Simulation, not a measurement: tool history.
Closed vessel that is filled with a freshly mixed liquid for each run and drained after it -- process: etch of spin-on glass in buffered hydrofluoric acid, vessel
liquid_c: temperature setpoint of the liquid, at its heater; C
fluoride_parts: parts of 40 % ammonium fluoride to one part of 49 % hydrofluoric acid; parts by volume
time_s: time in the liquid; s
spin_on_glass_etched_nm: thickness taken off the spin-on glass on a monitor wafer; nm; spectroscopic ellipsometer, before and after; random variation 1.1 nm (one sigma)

run 1 hour=0 | liquid_c=22 fluoride_parts=17.5 time_s=30 | spin_on_glass_etched_nm=89.968
run 2 hour=7.9 | liquid_c=23.5 fluoride_parts=17.5 time_s=30 | spin_on_glass_etched_nm=98.395
run 3 hour=10.8 | liquid_c=23.5 fluoride_parts=17.5 time_s=30 | spin_on_glass_etched_nm=97.499
run 4 hour=18.1 | liquid_c=24.5 fluoride_parts=17.5 time_s=30 | spin_on_glass_etched_nm=104.37
run 5 hour=25 | liquid_c=25 fluoride_parts=17.5 time_s=30 | spin_on_glass_etched_nm=106.48
run 6 hour=27.6 | liquid_c=25.5 fluoride_parts=17.5 time_s=30 | spin_on_glass_etched_nm=110.31
run 7 hour=28.5 | liquid_c=26 fluoride_parts=17.5 time_s=30 | spin_on_glass_etched_nm=110.15
run 8 hour=37 | liquid_c=26.5 fluoride_parts=17.5 time_s=30 | spin_on_glass_etched_nm=114.58

Run 9 has not been measured yet. What should we expect?
run 9 hour=45.4 | liquid_c=27 fluoride_parts=17.5 time_s=30 | spin_on_glass_etched_nm=?

spin_on_glass_etched_nm: 119.41 nm
